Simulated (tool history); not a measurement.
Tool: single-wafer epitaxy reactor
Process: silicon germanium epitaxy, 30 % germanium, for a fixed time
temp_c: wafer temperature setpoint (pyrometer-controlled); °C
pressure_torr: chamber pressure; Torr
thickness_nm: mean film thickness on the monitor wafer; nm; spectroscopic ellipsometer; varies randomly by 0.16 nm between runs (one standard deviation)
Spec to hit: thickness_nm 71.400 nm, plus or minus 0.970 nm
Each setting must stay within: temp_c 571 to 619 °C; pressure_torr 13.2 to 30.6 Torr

run  hour  temp_c  pressure_torr  thickness_nm
  1   0.0     595           21.9        64.934
  2   8.5     597           21.9        67.098
  3  11.2     598           21.9        68.253
  4  18.8     603           21.9        73.921
  5  20.7     602           21.9        72.399
  6  26.6     595           21.9        65.025
  7  30.6     597           21.9        67.083
  8  39.0     598           21.9        68.182
  9  46.3     599           21.9        69.379
 10  53.7     600           21.9        70.401

Below are 5 possible settings for the next run. Only one of them brings all results inside the allowed miss of their targets. Which is it?
  A  61.1     601           18.9             ?
  B  61.1     599           20.6             ?
  C  61.1     599           21.9             ?
  D  61.1     598           25.6             ?
  E  61.1     599           21.8             ?

move  thickness_nm
   A        68.353
   B        68.007
   C        69.333
   D        71.758
   E        69.232
A: lands further from the targets than the last run did
B: lands further from the targets than the last run did
C: lands further from the targets than the last run did
D: all results in spec
E: lands further from the targets than the last run did
Correct choice: D, which meets every target
